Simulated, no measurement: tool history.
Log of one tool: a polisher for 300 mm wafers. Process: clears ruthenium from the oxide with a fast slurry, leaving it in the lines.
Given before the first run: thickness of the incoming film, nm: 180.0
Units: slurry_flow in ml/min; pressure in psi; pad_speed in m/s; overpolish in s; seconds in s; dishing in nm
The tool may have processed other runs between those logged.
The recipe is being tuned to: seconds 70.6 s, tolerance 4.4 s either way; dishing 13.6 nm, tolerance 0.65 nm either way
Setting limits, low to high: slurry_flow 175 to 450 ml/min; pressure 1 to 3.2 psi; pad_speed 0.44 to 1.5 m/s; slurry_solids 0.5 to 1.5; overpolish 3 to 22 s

run	hour	slurry_flow	pressure	pad_speed	slurry_solids	overpolish	seconds	dishing
1	0	290	2.1	0.96	1	11	59.277	27.802
2	6.7	225	2.1	0.96	1	11	57.848	27.29
3	15.6	225	2.5	0.96	1	11	50.986	30.679
4	18	225	2.1	0.96	1	11	59.962	27.746
# hour 20.4: worn pad replaced by a new one
5	20.4	225	2.1	0.96	1	8	52.764	23.198
6	21.5	200	2.1	0.96	1	8	51.926	22.52
7	29.6	200	1.9	0.94	1	7	59.512	18.127
8	31.5	200	1.8	0.94	1	7	61.123	17.74
9	40.4	200	1.7	0.94	1	7	63.715	17.285
10	43.3	200	1.6	0.94	1	7	69.121	16.733

Which one of the following 4 next-run settings gets every result inside its allowed miss? There is exactly one.
A	46.2	220	1.3	0.96	0.9	8	?	?
B	46.2	235	1.4	0.76	1	7	?	?
C	46.2	175	1.4	0.76	1.05	7	?	?
D	46.2	290	1.7	0.96	0.8	6	?	?

move	seconds	dishing
A	81.751	15.115
B	82.814	13.183
C	82.566	13.22
D	71.051	13.171
A: closes in on the targets versus the last run, not all within tolerance yet
B: puts the biggest miss on target and leaves a different result outside tolerance
C: puts the biggest miss on target and leaves a different result outside tolerance
D: all results in spec
Answer: D
